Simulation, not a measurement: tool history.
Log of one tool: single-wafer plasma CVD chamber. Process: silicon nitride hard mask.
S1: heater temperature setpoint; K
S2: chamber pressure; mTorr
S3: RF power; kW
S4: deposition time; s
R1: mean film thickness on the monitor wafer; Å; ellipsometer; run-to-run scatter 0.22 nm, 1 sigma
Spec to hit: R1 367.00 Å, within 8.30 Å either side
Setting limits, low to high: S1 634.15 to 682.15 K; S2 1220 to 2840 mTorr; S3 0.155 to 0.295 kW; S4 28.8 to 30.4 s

run  hour      S1    S2     S3    S4      R1
  1   0.0  658.15  2030  0.225  30.4  321.42
  2   7.1  658.15  2030  0.225  28.8  302.11
  3  12.5  658.15  2030  0.225  28.8  302.87
  4  20.4  658.15  2180  0.235  28.9  316.03
  5  24.3  658.15  2180  0.235  28.8  317.05
  6  32.2  665.15  2180  0.235  28.8  316.28
  7  40.7  665.15  2590  0.265  29.2  360.32
  8  47.6  665.15  2610  0.265  29.2  356.52
  9  51.1  665.15  2620  0.265  29.2  354.73

4 candidate next runs follow, results not yet known. Just one meets every target within its allowed miss. Identify it.
  A  54.6  678.15  2210  0.245  29.8   ?
  B  54.6  665.15  2810  0.260  30.2   ?
  C  54.6  665.15  2830  0.240  29.2   ?
  D  54.6  662.15  2670  0.250  28.8   ?

move      R1
   A  336.63
   B  372.97
   C  342.44
   D  343.99
A: the biggest miss grows against the last run
B: hits every target within its allowed miss
C: the biggest miss grows against the last run
D: the biggest miss grows against the last run
B is the move that brings every result within its allowed miss.
